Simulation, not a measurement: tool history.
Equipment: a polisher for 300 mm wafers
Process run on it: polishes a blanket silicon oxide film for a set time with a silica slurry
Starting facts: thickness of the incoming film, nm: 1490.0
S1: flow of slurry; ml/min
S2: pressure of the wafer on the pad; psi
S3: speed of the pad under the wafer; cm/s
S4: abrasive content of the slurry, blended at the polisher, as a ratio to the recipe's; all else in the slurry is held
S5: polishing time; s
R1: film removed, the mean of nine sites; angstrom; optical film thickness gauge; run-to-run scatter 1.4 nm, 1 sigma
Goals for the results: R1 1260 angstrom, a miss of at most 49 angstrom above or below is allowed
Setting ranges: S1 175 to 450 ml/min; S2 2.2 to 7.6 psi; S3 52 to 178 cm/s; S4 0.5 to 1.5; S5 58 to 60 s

run,hour,S1,S2,S3,S4,S5,R1
1,0,290,4.9,114,1,58,2578.7
2,0.7,290,4.6,112,1,58,2352.6
3,3.1,290,4.6,136,1,58,2756.4
4,5,290,4.3,132,1,58,2576.9
5,10.4,290,4.3,132,1,58,2540.7
6,12.4,290,3.8,132,1,58,2234
7,21.3,290,3.6,128,1,58,2105.6
8,27.3,290,3.4,124,1,58,1917.4
9,33,290,3.3,122,1,58,1852.4
10,37,290,3.3,122,1,58,1882
11,43.3,290,3.2,120,1,58,1759.7
12,45.4,290,3.1,118,1,58,1663.7
13,49.8,290,2.2,106,1,58,1103.5
14,51.2,290,2.3,106,1,58,1172.7

Which single option among these 4 for the next run brings every result within its allowed miss of target? Just one does.
A,52.6,365,2.6,98,1.1,60,?
B,52.6,275,2.5,112,0.9,58,?
C,52.6,250,2.4,94,1.1,59,?
D,52.6,225,2.5,108,0.8,60,?

move,R1
A,1358.1
B,1246.9
C,1154.3
D,1149.9
A: moves the result that the last run missed by most past its target, out the other side
B: every result lands within tolerance
C: further off than the last run
D: further off than the last run
The move that meets every target is B.
